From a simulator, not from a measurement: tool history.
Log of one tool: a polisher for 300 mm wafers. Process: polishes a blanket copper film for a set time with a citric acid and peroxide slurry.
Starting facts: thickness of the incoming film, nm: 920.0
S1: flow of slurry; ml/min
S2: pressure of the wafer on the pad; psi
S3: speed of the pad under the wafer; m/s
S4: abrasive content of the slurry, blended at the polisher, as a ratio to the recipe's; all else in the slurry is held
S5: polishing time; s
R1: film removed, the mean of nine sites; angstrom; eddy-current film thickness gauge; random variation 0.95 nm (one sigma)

| run | hour | S1 | S2 | S3 | S4 | S5 | R1 |
|---|---|---|---|---|---|---|---|
| 1 | 0.0 | 140 | 3.9 | 0.78 | 1.0 | 44 | 920.36 |
| 2 | 4.8 | 140 | 3.7 | 0.78 | 1.0 | 44 | 908.30 |
| 3 | 6.5 | 140 | 3.7 | 0.78 | 1.0 | 39 | 793.40 |
| 4 | 11.0 | 140 | 3.7 | 0.78 | 1.2 | 39 | 808.98 |
| 5 | 16.7 | 140 | 3.6 | 0.78 | 1.2 | 39 | 793.52 |
| 6 | 17.5 | 140 | 3.5 | 0.78 | 1.2 | 39 | 768.47 |

Forecast run 7:
| 7 | 25.2 | 140 | 3.4 | 0.78 | 1.2 | 39 | ? |

{"run 7": {"R1": 766.45}}
